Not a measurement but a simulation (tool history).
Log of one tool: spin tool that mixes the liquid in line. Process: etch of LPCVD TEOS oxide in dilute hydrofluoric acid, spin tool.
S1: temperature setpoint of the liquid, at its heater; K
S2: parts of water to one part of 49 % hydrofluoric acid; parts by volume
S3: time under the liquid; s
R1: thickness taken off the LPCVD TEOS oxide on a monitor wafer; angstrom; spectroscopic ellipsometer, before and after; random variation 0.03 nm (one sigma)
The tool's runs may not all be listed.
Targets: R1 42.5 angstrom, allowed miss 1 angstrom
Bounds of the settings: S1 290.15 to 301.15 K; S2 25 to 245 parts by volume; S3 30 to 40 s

run  hour      S1   S2  S3      R1
  1     0  293.15  135  40  49.156
  2   3.9  293.15  135  40  48.666
  3   5.8  292.65  135  40  47.418
  4   8.6  292.65  135  30  36.356
  5    16  292.65  135  40  47.758
  6  22.8  292.15  135  40  46.396
  7  27.3  291.65  135  40  45.826
  8  29.9  291.65  135  40  45.955
  9  36.7  291.15  135  40  44.557
 10  44.6  290.65  135  40  44.519
 11  53.3  290.65  135  40  43.981

4 next moves are on the table. One of them brings every result within its allowed miss. Which?
  A    62  291.15  110  30   ?
  B    62  293.65  150  40   ?
  C    62  292.15  120  30   ?
  D    62  290.15  110  30   ?

move      R1
   A  42.838
   B  44.451
   C  40.493
   D  41.086
A: meets every target
B: further off than the last run
C: takes the result that was furthest off past its target
D: takes the result that was furthest off past its target
The right move is A.

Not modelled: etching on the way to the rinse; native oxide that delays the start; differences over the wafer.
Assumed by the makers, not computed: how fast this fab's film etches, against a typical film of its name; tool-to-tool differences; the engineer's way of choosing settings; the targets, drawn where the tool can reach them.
